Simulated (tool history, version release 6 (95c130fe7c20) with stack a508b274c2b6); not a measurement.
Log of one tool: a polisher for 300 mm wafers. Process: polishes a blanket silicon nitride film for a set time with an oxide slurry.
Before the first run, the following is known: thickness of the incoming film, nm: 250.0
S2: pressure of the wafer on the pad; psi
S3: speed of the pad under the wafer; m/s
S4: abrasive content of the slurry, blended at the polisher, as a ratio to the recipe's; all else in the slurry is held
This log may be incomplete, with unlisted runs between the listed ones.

run 1 hour=0.0 | flow_of_slurry_(ml/min)=300 S2=2.5 S3=1.24 S4=1.0 polishing_time_(s)=63 | film_removed_(angstrom)=336.61
run 2 hour=2.3 | flow_of_slurry_(ml/min)=300 S2=2.5 S3=1.40 S4=1.0 polishing_time_(s)=63 | film_removed_(angstrom)=377.39
run 3 hour=5.6 | flow_of_slurry_(ml/min)=300 S2=2.3 S3=1.40 S4=1.0 polishing_time_(s)=63 | film_removed_(angstrom)=343.47
run 4 hour=12.2 | flow_of_slurry_(ml/min)=300 S2=2.3 S3=1.16 S4=1.0 polishing_time_(s)=63 | film_removed_(angstrom)=296.82
run 5 hour=17.5 | flow_of_slurry_(ml/min)=300 S2=2.3 S3=1.16 S4=1.0 polishing_time_(s)=66 | film_removed_(angstrom)=311.31
run 6 hour=23.3 | flow_of_slurry_(ml/min)=300 S2=1.8 S3=1.16 S4=1.0 polishing_time_(s)=66 | film_removed_(angstrom)=246.80

Run 7 has not been measured yet. What should we expect?
run 7 hour=28.2 | flow_of_slurry_(ml/min)=310 S2=2.1 S3=1.16 S4=1.0 polishing_time_(s)=66 | film_removed_(angstrom)=?

film removed (angstrom): 286.50

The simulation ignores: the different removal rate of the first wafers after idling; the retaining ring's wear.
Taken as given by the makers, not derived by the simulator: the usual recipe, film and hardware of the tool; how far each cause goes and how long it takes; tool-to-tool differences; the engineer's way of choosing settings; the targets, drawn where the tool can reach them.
